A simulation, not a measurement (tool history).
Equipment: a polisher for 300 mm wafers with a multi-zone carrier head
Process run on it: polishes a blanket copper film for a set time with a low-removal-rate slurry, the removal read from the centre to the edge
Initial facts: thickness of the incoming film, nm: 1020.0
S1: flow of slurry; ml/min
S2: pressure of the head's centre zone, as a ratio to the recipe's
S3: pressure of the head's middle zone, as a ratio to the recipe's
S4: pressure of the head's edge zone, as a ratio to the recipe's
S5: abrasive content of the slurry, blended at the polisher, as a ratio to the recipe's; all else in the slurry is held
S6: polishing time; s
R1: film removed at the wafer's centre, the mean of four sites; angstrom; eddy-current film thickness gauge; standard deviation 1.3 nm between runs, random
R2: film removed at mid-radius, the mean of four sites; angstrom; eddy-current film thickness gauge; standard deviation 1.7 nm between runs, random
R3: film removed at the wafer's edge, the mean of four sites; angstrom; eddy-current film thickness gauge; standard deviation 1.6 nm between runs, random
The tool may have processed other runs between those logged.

Run 1, hour 0: S1 275 ml/min, S2 1, S3 1, S4 1, S5 1, S6 79 s. Result: R1 2413.3 angstrom, R2 2374.9 angstrom, R3 2472.3 angstrom.
Run 2, hour 8.3: S1 265 ml/min, S2 1, S3 0.95, S4 1, S5 0.85, S6 73 s. Result: R1 2117.8 angstrom, R2 2027.3 angstrom, R3 2198.1 angstrom.
Run 3, hour 17.3: S1 260 ml/min, S2 1.01, S3 0.91, S4 1.01, S5 0.75, S6 68 s. Result: R1 1946.8 angstrom, R2 1748.1 angstrom, R3 1989.9 angstrom.
Run 4, hour 22.2: S1 255 ml/min, S2 1, S3 0.88, S4 1, S5 0.7, S6 66 s. Result: R1 1833.1 angstrom, R2 1634.2 angstrom, R3 1905.3 angstrom.
Run 5, hour 27.6: S1 255 ml/min, S2 1, S3 0.88, S4 0.92, S5 0.7, S6 66 s. Result: R1 1871.7 angstrom, R2 1640.4 angstrom, R3 1821.2 angstrom.
Run 6, hour 33.1: S1 255 ml/min, S2 1.03, S3 0.88, S4 0.92, S5 0.7, S6 66 s. Result: R1 1886.9 angstrom, R2 1654.5 angstrom, R3 1797.9 angstrom.
Run 7, hour 39.9: S1 250 ml/min, S2 1.02, S3 0.86, S4 0.94, S5 0.65, S6 65 s. Result: R1 1815.9 angstrom, R2 1580.7 angstrom, R3 1799.7 angstrom.

The next listed run, before its measurement:
Run 8, hour 42: S1 250 ml/min, S2 1.02, S3 0.85, S4 0.95, S5 0.6, S6 63 s. Result: R1 ?, R2 ?, R3 ?.

Run 8 came out at R1 1723.3 angstrom, R2 1474.8 angstrom, R3 1706.3 angstrom.
